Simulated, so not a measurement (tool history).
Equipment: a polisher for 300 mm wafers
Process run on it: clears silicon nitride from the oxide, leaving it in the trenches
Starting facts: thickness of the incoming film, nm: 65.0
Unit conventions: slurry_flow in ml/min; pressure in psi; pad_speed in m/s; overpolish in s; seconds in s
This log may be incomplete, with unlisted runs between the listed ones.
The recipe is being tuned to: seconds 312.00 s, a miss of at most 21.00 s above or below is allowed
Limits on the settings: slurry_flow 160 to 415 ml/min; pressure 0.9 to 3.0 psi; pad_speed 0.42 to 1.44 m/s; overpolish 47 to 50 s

run  hour  slurry_flow  pressure  pad_speed  overpolish  seconds
  1   0.0          265       1.9       0.92          47   124.89
  2   6.9          265       1.9       0.72          47   153.58
  3   9.4          265       2.1       0.72          47   145.46
  4  15.2          265       2.1       0.72          50   142.47
  5  21.2          265       1.9       0.68          50   162.91
  6  22.5          265       1.8       0.64          50   179.87
  7  25.5          265       1.7       0.62          50   196.21
  8  29.2          265       1.6       0.60          50   206.99
  9  37.6          265       1.5       0.58          50   220.10
 10  46.3          265       1.4       0.56          50   248.21
 11  51.9          265       1.3       0.56          50   267.67
 12  59.0          265       1.2       0.56          50   272.08

Below are 4 possible settings for the next run. Only one of them brings all results inside the allowed miss of their targets. Which is it?
  A  66.1          325       1.2       0.60          50        ?
  B  66.1          255       1.5       0.58          48        ?
  C  66.1          230       1.4       0.46          50        ?
  D  66.1          280       1.2       0.62          50        ?

move  seconds
   A   248.16
   B   224.25
   C   296.74
   D   243.89
A: further off than the last run
B: further off than the last run
C: every result within its allowed miss
D: further off than the last run
Answer: C
